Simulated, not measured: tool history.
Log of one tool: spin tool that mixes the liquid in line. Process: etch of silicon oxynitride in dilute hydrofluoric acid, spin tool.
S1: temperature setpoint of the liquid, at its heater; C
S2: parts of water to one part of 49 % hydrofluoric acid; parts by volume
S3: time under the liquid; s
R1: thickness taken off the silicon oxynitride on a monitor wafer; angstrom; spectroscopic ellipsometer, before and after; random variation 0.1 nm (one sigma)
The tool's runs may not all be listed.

| run | hour | S1 | S2 | S3 | R1 |
|---|---|---|---|---|---|
| 1 | 0 | 23 | 85 | 320 | 207.29 |
| 2 | 0.8 | 23 | 85 | 320 | 206.68 |
| 3 | 6.8 | 25 | 85 | 320 | 227.21 |
| 4 | 8.6 | 25 | 85 | 340 | 241.91 |
| 5 | 10.3 | 25 | 105 | 340 | 191.89 |
| 6 | 14 | 28 | 105 | 340 | 219.35 |
| 7 | 17.6 | 29 | 100 | 340 | 241.64 |
|  | 22.1 | thermometer replaced |
| 8 | 22.1 | 29.5 | 95 | 340 | 237.24 |

Forecast run 9:
| 9 | 26.4 | 30 | 85 | 340 | ? |

{"run 9": {"R1": 271.58}}
